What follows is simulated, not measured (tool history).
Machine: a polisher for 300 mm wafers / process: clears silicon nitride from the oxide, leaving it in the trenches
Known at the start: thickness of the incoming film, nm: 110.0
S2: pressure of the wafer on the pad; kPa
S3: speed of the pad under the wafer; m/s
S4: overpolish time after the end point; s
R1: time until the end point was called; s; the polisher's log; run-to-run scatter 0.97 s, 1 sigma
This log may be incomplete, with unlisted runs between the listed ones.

{"run": 1, "hour": 0.0, "flow of slurry (ml/min)": 255, "S2": 20.7, "S3": 0.76, "S4": 22, "R1": 158.0}
{"run": 2, "hour": 3.9, "flow of slurry (ml/min)": 255, "S2": 22.8, "S3": 0.76, "S4": 22, "R1": 147.92}
{"run": 3, "hour": 7.9, "flow of slurry (ml/min)": 255, "S2": 22.8, "S3": 0.76, "S4": 23, "R1": 146.76}
{"run": 4, "hour": 14.0, "flow of slurry (ml/min)": 255, "S2": 24.8, "S3": 0.76, "S4": 23, "R1": 135.54}
{"run": 5, "hour": 21.9, "flow of slurry (ml/min)": 315, "S2": 24.8, "S3": 0.76, "S4": 23, "R1": 131.03}
{"run": 6, "hour": 26.2, "flow of slurry (ml/min)": 315, "S2": 26.2, "S3": 0.76, "S4": 23, "R1": 126.21}
{"run": 7, "hour": 32.2, "flow of slurry (ml/min)": 315, "S2": 26.2, "S3": 0.76, "S4": 23, "R1": 125.45}

Predict the results of run 8:
{"run": 8, "hour": 40.8, "flow of slurry (ml/min)": 320, "S2": 31.0, "S3": 0.76, "S4": 23, "R1": "?"}

Run 8 measured R1 107.45 s.

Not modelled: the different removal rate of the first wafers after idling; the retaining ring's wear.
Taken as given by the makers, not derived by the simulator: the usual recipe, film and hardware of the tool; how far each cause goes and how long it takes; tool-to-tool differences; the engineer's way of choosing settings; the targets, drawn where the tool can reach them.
